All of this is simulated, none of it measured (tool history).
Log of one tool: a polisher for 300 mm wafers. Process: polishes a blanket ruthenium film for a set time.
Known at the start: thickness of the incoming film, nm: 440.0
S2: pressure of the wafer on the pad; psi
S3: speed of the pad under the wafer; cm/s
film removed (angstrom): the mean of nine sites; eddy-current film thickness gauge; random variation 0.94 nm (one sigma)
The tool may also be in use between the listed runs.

{"run": 1, "day": 0.0, "flow of slurry (ml/min)": 130, "S2": 2.6, "S3": 86, "polishing time (s)": 85, "film removed (angstrom)": 1256}
{"run": 2, "day": 0.125, "flow of slurry (ml/min)": 130, "S2": 2.6, "S3": 72, "polishing time (s)": 85, "film removed (angstrom)": 1090.7}
{"run": 3, "day": 0.25, "flow of slurry (ml/min)": 150, "S2": 2.6, "S3": 72, "polishing time (s)": 85, "film removed (angstrom)": 1123.4}
{"run": 4, "day": 0.392, "flow of slurry (ml/min)": 150, "S2": 2.6, "S3": 72, "polishing time (s)": 90, "film removed (angstrom)": 1203.9}
{"run": 5, "day": 0.642, "flow of slurry (ml/min)": 150, "S2": 2.6, "S3": 72, "polishing time (s)": 90, "film removed (angstrom)": 1179.5}
{"run": 6, "day": 0.946, "flow of slurry (ml/min)": 145, "S2": 2.5, "S3": 72, "polishing time (s)": 90, "film removed (angstrom)": 1132}
{"run": 7, "day": 1.212, "flow of slurry (ml/min)": 140, "S2": 2.4, "S3": 72, "polishing time (s)": 90, "film removed (angstrom)": 1080.8}
{"run": 8, "day": 1.396, "flow of slurry (ml/min)": 140, "S2": 2.4, "S3": 72, "polishing time (s)": 90, "film removed (angstrom)": 1090.2}

Run 9 comes next. What will it give?
{"run": 9, "day": 1.717, "flow of slurry (ml/min)": 135, "S2": 2.3, "S3": 72, "polishing time (s)": 90, "film removed (angstrom)": "?"}

film removed (angstrom): 1023
